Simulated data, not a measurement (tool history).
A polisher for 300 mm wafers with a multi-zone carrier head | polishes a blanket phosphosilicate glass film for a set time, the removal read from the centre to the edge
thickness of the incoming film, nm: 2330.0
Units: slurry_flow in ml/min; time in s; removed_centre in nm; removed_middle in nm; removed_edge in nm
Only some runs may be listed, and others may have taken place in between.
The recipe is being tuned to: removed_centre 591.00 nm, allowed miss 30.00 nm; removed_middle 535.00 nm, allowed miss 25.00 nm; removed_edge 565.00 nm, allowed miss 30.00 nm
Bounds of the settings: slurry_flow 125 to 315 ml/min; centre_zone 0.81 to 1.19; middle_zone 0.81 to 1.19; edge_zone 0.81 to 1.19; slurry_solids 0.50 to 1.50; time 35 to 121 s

Run 1, hour 0.0: slurry_flow 205 ml/min, centre_zone 1.00, middle_zone 1.00, edge_zone 1.00, slurry_solids 1.00, time 78 s. Result: removed_centre 685.36 nm, removed_middle 718.74 nm, removed_edge 739.86 nm.
Run 2, hour 1.8: slurry_flow 205 ml/min, centre_zone 1.01, middle_zone 0.99, edge_zone 0.98, slurry_solids 0.95, time 78 s. Result: removed_centre 692.65 nm, removed_middle 696.10 nm, removed_edge 693.75 nm.
Run 3, hour 8.5: slurry_flow 200 ml/min, centre_zone 1.00, middle_zone 0.97, edge_zone 0.97, slurry_solids 0.90, time 78 s. Result: removed_centre 666.98 nm, removed_middle 658.94 nm, removed_edge 696.09 nm.
Run 4, hour 12.6: slurry_flow 200 ml/min, centre_zone 1.00, middle_zone 0.97, edge_zone 0.96, slurry_solids 0.85, time 78 s. Result: removed_centre 654.75 nm, removed_middle 639.69 nm, removed_edge 666.20 nm.
Run 5, hour 16.4: slurry_flow 230 ml/min, centre_zone 1.00, middle_zone 0.97, edge_zone 0.96, slurry_solids 0.85, time 78 s. Result: removed_centre 671.02 nm, removed_middle 646.42 nm, removed_edge 681.16 nm.
Run 6, hour 20.8: slurry_flow 225 ml/min, centre_zone 1.00, middle_zone 0.97, edge_zone 0.94, slurry_solids 0.80, time 78 s. Result: removed_centre 633.71 nm, removed_middle 640.37 nm, removed_edge 642.42 nm.
Run 7, hour 23.2: slurry_flow 225 ml/min, centre_zone 1.00, middle_zone 0.96, edge_zone 0.93, slurry_solids 0.75, time 78 s. Result: removed_centre 609.67 nm, removed_middle 603.24 nm, removed_edge 601.29 nm.
Run 8, hour 31.6: slurry_flow 225 ml/min, centre_zone 1.00, middle_zone 0.95, edge_zone 0.92, slurry_solids 0.75, time 78 s. Result: removed_centre 607.02 nm, removed_middle 614.65 nm, removed_edge 610.26 nm.
Run 9, hour 35.9: slurry_flow 225 ml/min, centre_zone 1.00, middle_zone 0.95, edge_zone 0.92, slurry_solids 0.75, time 78 s. Result: removed_centre 641.17 nm, removed_middle 602.46 nm, removed_edge 631.05 nm.
Run 10, hour 40.4: slurry_flow 225 ml/min, centre_zone 1.00, middle_zone 0.95, edge_zone 0.92, slurry_solids 0.70, time 78 s. Result: removed_centre 595.92 nm, removed_middle 563.38 nm, removed_edge 601.17 nm.

Exercise: of the 5 proposed moves below, exactly one satisfies all targets within the stated allowed misses. Which move is it?
Run A, hour 44.9: slurry_flow 220 ml/min, centre_zone 1.05, middle_zone 0.98, edge_zone 0.95, slurry_solids 0.55, time 88 s. Result: removed_centre ?, removed_middle ?, removed_edge ?.
Run B, hour 44.9: slurry_flow 195 ml/min, centre_zone 0.93, middle_zone 0.84, edge_zone 1.06, slurry_solids 0.50, time 101 s. Result: removed_centre ?, removed_middle ?, removed_edge ?.
Run C, hour 44.9: slurry_flow 220 ml/min, centre_zone 0.96, middle_zone 0.98, edge_zone 1.02, slurry_solids 0.75, time 69 s. Result: removed_centre ?, removed_middle ?, removed_edge ?.
Run D, hour 44.9: slurry_flow 290 ml/min, centre_zone 1.01, middle_zone 0.89, edge_zone 0.88, slurry_solids 0.90, time 64 s. Result: removed_centre ?, removed_middle ?, removed_edge ?.
Run E, hour 44.9: slurry_flow 175 ml/min, centre_zone 0.89, middle_zone 0.88, edge_zone 1.15, slurry_solids 0.50, time 100 s. Result: removed_centre ?, removed_middle ?, removed_edge ?.

move  removed_centre  removed_middle  removed_edge
   A          616.34          577.19        591.16
   B          576.57          538.77        655.89
   C          528.53          541.95        568.76
   D          588.01          526.97        566.08
   E          534.72          543.81        659.77
A: the worst result of the last run now meets its target, but another is out of spec
B: misses by more than the last run did
C: the worst result of the last run now meets its target, but another is out of spec
D: every result within its allowed miss
E: misses by more than the last run did
Correct choice: D, which meets every target
